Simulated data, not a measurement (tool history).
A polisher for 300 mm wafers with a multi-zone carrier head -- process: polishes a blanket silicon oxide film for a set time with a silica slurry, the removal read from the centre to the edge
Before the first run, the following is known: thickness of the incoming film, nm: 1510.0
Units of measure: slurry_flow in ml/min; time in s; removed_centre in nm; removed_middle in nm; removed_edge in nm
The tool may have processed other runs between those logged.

| run | hour | slurry_flow | centre_zone | middle_zone | edge_zone | slurry_solids | time | removed_centre | removed_middle | removed_edge |
|---|---|---|---|---|---|---|---|---|---|---|
| 1 | 0.0 | 305 | 1.00 | 1.00 | 1.00 | 1.00 | 61 | 235.32 | 242.70 | 242.23 |
| 2 | 7.2 | 305 | 1.00 | 1.05 | 1.00 | 1.00 | 61 | 238.70 | 254.52 | 250.49 |
| 3 | 9.3 | 315 | 1.01 | 1.10 | 1.04 | 1.00 | 61 | 240.39 | 267.27 | 250.50 |
| 4 | 11.1 | 300 | 1.00 | 1.09 | 1.06 | 1.10 | 61 | 243.62 | 272.54 | 259.74 |
| 5 | 18.9 | 305 | 0.99 | 1.08 | 1.09 | 1.20 | 61 | 253.76 | 278.71 | 278.07 |
| 6 | 23.8 | 305 | 0.99 | 1.08 | 1.09 | 1.20 | 49 | 206.08 | 223.86 | 221.19 |
| 7 | 31.9 | 315 | 0.99 | 1.10 | 1.12 | 1.30 | 51 | 218.65 | 246.53 | 238.59 |
| 8 | 40.3 | 305 | 0.99 | 1.10 | 1.13 | 1.35 | 54 | 237.63 | 264.70 | 262.68 |

What will run 9 give?
| 9 | 41.1 | 300 | 0.99 | 1.11 | 1.14 | 1.40 | 55 | ? | ? | ? |

Run 9 measured removed_centre 244.59 nm, removed_middle 274.57 nm, removed_edge 265.66 nm.
